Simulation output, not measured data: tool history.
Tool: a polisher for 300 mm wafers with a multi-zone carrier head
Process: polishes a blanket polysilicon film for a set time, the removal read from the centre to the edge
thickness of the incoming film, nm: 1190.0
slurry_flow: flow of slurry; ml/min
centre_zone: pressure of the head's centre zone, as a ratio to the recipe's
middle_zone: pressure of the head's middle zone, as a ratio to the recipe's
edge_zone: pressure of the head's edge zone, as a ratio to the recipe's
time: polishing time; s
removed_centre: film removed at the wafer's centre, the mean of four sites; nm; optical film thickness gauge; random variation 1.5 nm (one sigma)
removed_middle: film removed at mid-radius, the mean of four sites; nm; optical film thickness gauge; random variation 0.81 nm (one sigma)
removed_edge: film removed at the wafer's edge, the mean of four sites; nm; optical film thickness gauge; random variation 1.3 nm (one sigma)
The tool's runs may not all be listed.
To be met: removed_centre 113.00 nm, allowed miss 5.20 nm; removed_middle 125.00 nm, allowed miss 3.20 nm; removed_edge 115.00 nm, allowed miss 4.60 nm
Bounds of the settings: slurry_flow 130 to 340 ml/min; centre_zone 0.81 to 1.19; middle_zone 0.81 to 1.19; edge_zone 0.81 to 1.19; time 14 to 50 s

Run 1, hour 0.0: slurry_flow 220 ml/min, centre_zone 1.00, middle_zone 1.00, edge_zone 1.00, time 32 s. Result: removed_centre 181.70 nm, removed_middle 190.85 nm, removed_edge 192.19 nm.
Run 2, hour 6.3: slurry_flow 220 ml/min, centre_zone 1.00, middle_zone 1.03, edge_zone 1.00, time 32 s. Result: removed_centre 184.49 nm, removed_middle 195.70 nm, removed_edge 191.59 nm.
Run 3, hour 11.8: slurry_flow 220 ml/min, centre_zone 0.99, middle_zone 1.03, edge_zone 0.97, time 29 s. Result: removed_centre 162.20 nm, removed_middle 178.44 nm, removed_edge 174.71 nm.
Run 4, hour 15.1: slurry_flow 220 ml/min, centre_zone 1.01, middle_zone 1.04, edge_zone 0.95, time 26 s. Result: removed_centre 147.24 nm, removed_middle 161.51 nm, removed_edge 149.29 nm.
At hour 20.6: centre zone pressure recalibrated.
Run 5, hour 20.6: slurry_flow 180 ml/min, centre_zone 1.01, middle_zone 1.04, edge_zone 0.95, time 26 s. Result: removed_centre 157.48 nm, removed_middle 156.36 nm, removed_edge 150.19 nm.
Run 6, hour 24.1: slurry_flow 190 ml/min, centre_zone 1.01, middle_zone 1.03, edge_zone 0.93, time 25 s. Result: removed_centre 151.39 nm, removed_middle 149.10 nm, removed_edge 140.90 nm.
Run 7, hour 28.3: slurry_flow 200 ml/min, centre_zone 0.99, middle_zone 1.02, edge_zone 0.91, time 24 s. Result: removed_centre 141.75 nm, removed_middle 144.09 nm, removed_edge 132.96 nm.
Run 8, hour 33.3: slurry_flow 195 ml/min, centre_zone 0.89, middle_zone 0.92, edge_zone 0.82, time 22 s. Result: removed_centre 118.44 nm, removed_middle 121.73 nm, removed_edge 118.87 nm.

4 next moves are on the table. One of them brings every result within its allowed miss. Which?
Run A, hour 38.3: slurry_flow 150 ml/min, centre_zone 0.88, middle_zone 0.99, edge_zone 0.81, time 22 s. Result: removed_centre ?, removed_middle ?, removed_edge ?.
Run B, hour 38.3: slurry_flow 175 ml/min, centre_zone 0.96, middle_zone 0.93, edge_zone 0.81, time 21 s. Result: removed_centre ?, removed_middle ?, removed_edge ?.
Run C, hour 38.3: slurry_flow 180 ml/min, centre_zone 0.89, middle_zone 0.94, edge_zone 0.85, time 23 s. Result: removed_centre ?, removed_middle ?, removed_edge ?.
Run D, hour 38.3: slurry_flow 215 ml/min, centre_zone 0.93, middle_zone 0.84, edge_zone 0.83, time 23 s. Result: removed_centre ?, removed_middle ?, removed_edge ?.

move  removed_centre  removed_middle  removed_edge
   A          108.73          124.13        116.68
   B          116.32          115.09        113.41
   C          118.58          127.74        127.24
   D          127.17          119.14        128.29
A: meets every target
B: brings the result that was furthest off to its target, and leaves another outside
C: further off than the last run
D: further off than the last run
Move A is the one to make.

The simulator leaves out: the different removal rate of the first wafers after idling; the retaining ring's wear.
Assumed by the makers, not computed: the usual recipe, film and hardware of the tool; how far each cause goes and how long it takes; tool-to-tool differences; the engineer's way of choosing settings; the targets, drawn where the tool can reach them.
